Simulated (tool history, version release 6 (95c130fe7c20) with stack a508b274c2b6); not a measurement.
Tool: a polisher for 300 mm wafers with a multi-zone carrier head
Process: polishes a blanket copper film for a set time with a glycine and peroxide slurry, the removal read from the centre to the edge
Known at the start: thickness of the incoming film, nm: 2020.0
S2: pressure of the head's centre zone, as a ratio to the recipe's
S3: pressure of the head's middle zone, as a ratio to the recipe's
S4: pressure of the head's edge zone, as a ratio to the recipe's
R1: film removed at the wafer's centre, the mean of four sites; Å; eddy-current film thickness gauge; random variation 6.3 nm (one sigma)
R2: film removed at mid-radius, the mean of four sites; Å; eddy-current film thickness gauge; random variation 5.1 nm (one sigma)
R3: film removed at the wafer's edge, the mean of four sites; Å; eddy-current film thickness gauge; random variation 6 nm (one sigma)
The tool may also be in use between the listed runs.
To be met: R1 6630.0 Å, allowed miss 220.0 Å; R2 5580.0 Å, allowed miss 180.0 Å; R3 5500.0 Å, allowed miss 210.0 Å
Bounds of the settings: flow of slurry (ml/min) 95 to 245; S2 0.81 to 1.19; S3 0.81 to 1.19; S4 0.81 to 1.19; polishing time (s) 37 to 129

run 1 hour=0.0 | flow_of_slurry_(ml/min)=155 S2=1.00 S3=1.00 S4=1.00 polishing_time_(s)=83 | R1=4660.3 R2=4658.8 R3=4717.1
run 2 hour=1.5 | flow_of_slurry_(ml/min)=155 S2=1.00 S3=1.00 S4=0.96 polishing_time_(s)=83 | R1=4738.8 R2=4686.6 R3=4709.5
run 3 hour=2.6 | flow_of_slurry_(ml/min)=155 S2=1.00 S3=1.00 S4=0.96 polishing_time_(s)=75 | R1=4219.3 R2=4204.2 R3=4177.6
run 4 hour=7.3 | flow_of_slurry_(ml/min)=175 S2=1.00 S3=1.00 S4=0.96 polishing_time_(s)=75 | R1=4295.1 R2=4206.2 R3=4341.7
run 5 hour=13.6 | flow_of_slurry_(ml/min)=200 S2=1.00 S3=1.00 S4=0.96 polishing_time_(s)=75 | R1=4390.8 R2=4377.1 R3=4330.3
run 6 hour=16.6 | flow_of_slurry_(ml/min)=200 S2=1.02 S3=1.00 S4=0.96 polishing_time_(s)=77 | R1=4672.7 R2=4578.1 R3=4429.3
run 7 hour=21.9 | flow_of_slurry_(ml/min)=230 S2=1.12 S3=1.00 S4=1.06 polishing_time_(s)=88 | R1=5964.5 R2=5286.8 R3=5465.7
run 8 hour=30.4 | flow_of_slurry_(ml/min)=230 S2=1.13 S3=1.00 S4=1.06 polishing_time_(s)=88 | R1=6128.4 R2=5196.4 R3=5485.0
run 9 hour=36.4 | flow_of_slurry_(ml/min)=230 S2=1.13 S3=1.01 S4=1.06 polishing_time_(s)=88 | R1=6033.5 R2=5265.8 R3=5501.7

4 next moves are on the table. One of them brings every result within its allowed miss. Which?
run A hour=42.4 | flow_of_slurry_(ml/min)=220 S2=1.07 S3=0.97 S4=1.18 polishing_time_(s)=86 | R1=? R2=? R3=?
run B hour=42.4 | flow_of_slurry_(ml/min)=245 S2=1.08 S3=0.99 S4=1.11 polishing_time_(s)=83 | R1=? R2=? R3=?
run C hour=42.4 | flow_of_slurry_(ml/min)=215 S2=1.10 S3=1.07 S4=1.07 polishing_time_(s)=89 | R1=? R2=? R3=?
run D hour=42.4 | flow_of_slurry_(ml/min)=230 S2=1.19 S3=1.04 S4=1.02 polishing_time_(s)=91 | R1=? R2=? R3=?

move=A R1=5556.5 R2=4989.6 R3=5594.9
move=B R1=5498.5 R2=4967.8 R3=5306.7
move=C R1=5895.8 R2=5593.0 R3=5521.2
move=D R1=6590.4 R2=5630.8 R3=5570.8
A: further off than the last run
B: further off than the last run
C: further off than the last run
D: meets every target
Answer: D
